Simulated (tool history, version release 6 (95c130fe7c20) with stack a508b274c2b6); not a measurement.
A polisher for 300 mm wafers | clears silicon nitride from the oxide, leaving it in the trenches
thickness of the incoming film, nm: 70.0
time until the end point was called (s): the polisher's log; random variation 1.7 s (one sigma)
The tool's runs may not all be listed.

| run | hour | flow of slurry (ml/min) | pressure of the wafer on the pad (psi) | speed of the pad under the wafer (m/s) | overpolish time after the end point (s) | time until the end point was called (s) |
|---|---|---|---|---|---|---|
| 1 | 0 | 190 | 3 | 0.96 | 6 | 71.231 |
| 2 | 5.7 | 190 | 3 | 0.96 | 6 | 71.996 |
| 3 | 9 | 190 | 2.7 | 0.94 | 6 | 80.096 |
| 4 | 10.1 | 190 | 2.7 | 1.02 | 6 | 76.256 |
| 5 | 11.9 | 190 | 2.4 | 1 | 6 | 84.741 |
| 6 | 13.6 | 190 | 2.4 | 0.86 | 6 | 98.823 |
| 7 | 22.6 | 190 | 2.3 | 0.86 | 6 | 99.655 |
| 8 | 23.3 | 190 | 2.2 | 0.86 | 6 | 104.12 |

Run 9 comes next. What will it give?
| 9 | 27.1 | 190 | 2.2 | 0.86 | 6 | ? |

{"run 9": {"time until the end point was called (s)": 105.79}}
